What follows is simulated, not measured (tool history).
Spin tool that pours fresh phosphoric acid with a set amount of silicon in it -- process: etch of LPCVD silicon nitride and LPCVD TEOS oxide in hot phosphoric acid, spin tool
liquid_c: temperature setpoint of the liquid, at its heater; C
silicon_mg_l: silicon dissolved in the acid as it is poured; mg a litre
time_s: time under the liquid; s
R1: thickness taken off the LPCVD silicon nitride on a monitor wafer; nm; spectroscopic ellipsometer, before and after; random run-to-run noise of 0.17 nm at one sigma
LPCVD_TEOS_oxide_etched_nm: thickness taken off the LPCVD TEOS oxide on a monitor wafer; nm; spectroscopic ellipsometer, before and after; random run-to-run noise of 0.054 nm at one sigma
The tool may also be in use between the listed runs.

{"run": 1, "hour": 0.0, "liquid_c": 161, "silicon_mg_l": 11.5, "time_s": 180, "R1": 15.538, "LPCVD_TEOS_oxide_etched_nm": 0.46054}
{"run": 2, "hour": 5.5, "liquid_c": 162, "silicon_mg_l": 12, "time_s": 195, "R1": 17.555, "LPCVD_TEOS_oxide_etched_nm": 0.56829}
{"run": 3, "hour": 6.8, "liquid_c": 162, "silicon_mg_l": 12, "time_s": 155, "R1": 13.956, "LPCVD_TEOS_oxide_etched_nm": 0.4415}
{"run": 4, "hour": 9.9, "liquid_c": 162.5, "silicon_mg_l": 13.5, "time_s": 175, "R1": 16.068, "LPCVD_TEOS_oxide_etched_nm": 0.53376}
{"run": 5, "hour": 17.1, "liquid_c": 162.5, "silicon_mg_l": 18, "time_s": 175, "R1": 16.121, "LPCVD_TEOS_oxide_etched_nm": 0.44474}
{"run": 6, "hour": 22.7, "liquid_c": 164.5, "silicon_mg_l": 18, "time_s": 175, "R1": 16.991, "LPCVD_TEOS_oxide_etched_nm": 0.51456}
{"run": 7, "hour": 31.2, "liquid_c": 165, "silicon_mg_l": 18, "time_s": 190, "R1": 18.655, "LPCVD_TEOS_oxide_etched_nm": 0.49558}
{"run": 8, "hour": 38.3, "liquid_c": 165, "silicon_mg_l": 15, "time_s": 200, "R1": 20.054, "LPCVD_TEOS_oxide_etched_nm": 0.73648}
{"run": 9, "hour": 40.8, "liquid_c": 165, "silicon_mg_l": 16, "time_s": 205, "R1": 20.233, "LPCVD_TEOS_oxide_etched_nm": 0.69899}
{"run": 10, "hour": 47.5, "liquid_c": 165, "silicon_mg_l": 16.5, "time_s": 210, "R1": 20.828, "LPCVD_TEOS_oxide_etched_nm": 0.67903}
{"run": 11, "hour": 52.1, "liquid_c": 165, "silicon_mg_l": 17, "time_s": 215, "R1": 21.436, "LPCVD_TEOS_oxide_etched_nm": 0.67566}
{"run": 12, "hour": 55.3, "liquid_c": 165, "silicon_mg_l": 17, "time_s": 220, "R1": 21.879, "LPCVD_TEOS_oxide_etched_nm": 0.70617}
{"run": 13, "hour": 57.8, "liquid_c": 165, "silicon_mg_l": 17, "time_s": 225, "R1": 22.552, "LPCVD_TEOS_oxide_etched_nm": 0.71355}
{"run": 14, "hour": 62.0, "liquid_c": 165.5, "silicon_mg_l": 17, "time_s": 225, "R1": 22.807, "LPCVD_TEOS_oxide_etched_nm": 0.64271}

For run 15, what comes out?
{"run": 15, "hour": 66.7, "liquid_c": 165.5, "silicon_mg_l": 16, "time_s": 225, "R1": "?", "LPCVD_TEOS_oxide_etched_nm": "?"}

{"run 15": {"R1": 22.528, "LPCVD_TEOS_oxide_etched_nm": 0.76239}}

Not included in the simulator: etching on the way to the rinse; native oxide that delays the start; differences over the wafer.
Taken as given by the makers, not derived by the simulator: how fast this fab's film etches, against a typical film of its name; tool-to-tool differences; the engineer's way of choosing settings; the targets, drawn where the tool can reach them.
